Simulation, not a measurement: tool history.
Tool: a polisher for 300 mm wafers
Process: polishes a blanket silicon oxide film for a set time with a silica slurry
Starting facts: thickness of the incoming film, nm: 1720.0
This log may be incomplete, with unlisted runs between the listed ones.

| run | hour | flow of slurry (ml/min) | pressure of the wafer on the pad (kPa) | speed of the pad under the wafer (m/s) | abrasive content of the slurry | polishing time (s) | film removed (nm) |
|---|---|---|---|---|---|---|---|
| 1 | 0.0 | 295 | 28.3 | 1.06 | 1.0 | 33 | 97.427 |
| 2 | 1.5 | 295 | 26.9 | 1.06 | 1.0 | 33 | 91.074 |
| 3 | 8.6 | 255 | 26.9 | 1.06 | 1.0 | 33 | 89.707 |
| 4 | 15.6 | 255 | 26.2 | 1.06 | 1.0 | 33 | 87.370 |
| 5 | 21.2 | 320 | 26.2 | 1.06 | 1.0 | 33 | 88.660 |
| 6 | 24.4 | 320 | 25.5 | 1.06 | 1.0 | 33 | 86.809 |
| 7 | 25.6 | 320 | 24.8 | 1.06 | 1.0 | 33 | 84.944 |

For run 8, what comes out?
| 8 | 28.4 | 320 | 24.1 | 1.06 | 1.0 | 33 | ? |

{"run 8": {"film removed (nm)": 82.243}}
